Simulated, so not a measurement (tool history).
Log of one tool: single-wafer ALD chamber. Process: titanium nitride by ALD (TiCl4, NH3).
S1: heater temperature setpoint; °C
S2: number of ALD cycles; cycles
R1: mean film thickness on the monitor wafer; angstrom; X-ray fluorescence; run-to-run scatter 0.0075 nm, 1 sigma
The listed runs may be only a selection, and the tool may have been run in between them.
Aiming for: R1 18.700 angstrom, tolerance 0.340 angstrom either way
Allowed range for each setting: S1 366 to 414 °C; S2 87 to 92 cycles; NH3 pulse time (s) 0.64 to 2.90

Run 1, hour 0.0: S1 390 °C, S2 92 cycles, NH3 pulse time (s) 1.77. Result: R1 20.115 angstrom.
Run 2, hour 3.9: S1 400 °C, S2 92 cycles, NH3 pulse time (s) 1.77. Result: R1 20.271 angstrom.
Run 3, hour 6.8: S1 395 °C, S2 92 cycles, NH3 pulse time (s) 1.77. Result: R1 19.936 angstrom.
Run 4, hour 15.0: S1 395 °C, S2 92 cycles, NH3 pulse time (s) 1.77. Result: R1 19.972 angstrom.
Run 5, hour 16.8: S1 395 °C, S2 92 cycles, NH3 pulse time (s) 1.97. Result: R1 20.162 angstrom.
Run 6, hour 22.0: S1 395 °C, S2 92 cycles, NH3 pulse time (s) 2.28. Result: R1 20.562 angstrom.
Run 7, hour 29.3: S1 394 °C, S2 91 cycles, NH3 pulse time (s) 2.18. Result: R1 20.064 angstrom.
Run 8, hour 35.2: S1 393 °C, S2 91 cycles, NH3 pulse time (s) 2.10. Result: R1 19.918 angstrom.
At hour 36.0: thermocouple changed; heater temperature recalibrated.
Run 9, hour 36.0: S1 392 °C, S2 91 cycles, NH3 pulse time (s) 2.07. Result: R1 20.154 angstrom.
Run 10, hour 42.6: S1 392 °C, S2 91 cycles, NH3 pulse time (s) 1.96. Result: R1 19.891 angstrom.

5 candidate next runs follow, results not yet known. Just one meets every target within its allowed miss. Identify it.
Run A, hour 49.2: S1 389 °C, S2 89 cycles, NH3 pulse time (s) 1.88. Result: R1 ?.
Run B, hour 49.2: S1 412 °C, S2 89 cycles, NH3 pulse time (s) 1.91. Result: R1 ?.
Run C, hour 49.2: S1 398 °C, S2 90 cycles, NH3 pulse time (s) 1.94. Result: R1 ?.
Run D, hour 49.2: S1 381 °C, S2 87 cycles, NH3 pulse time (s) 1.68. Result: R1 ?.
Run E, hour 49.2: S1 390 °C, S2 92 cycles, NH3 pulse time (s) 1.93. Result: R1 ?.

move      R1
   A  19.371
   B  19.657
   C  19.763
   D  18.687
   E  20.066
A: moves toward the targets from the last run without getting all of them in spec
B: moves toward the targets from the last run without getting all of them in spec
C: moves toward the targets from the last run without getting all of them in spec
D: meets every target
E: moves away from the targets compared with the last run
Answer: D
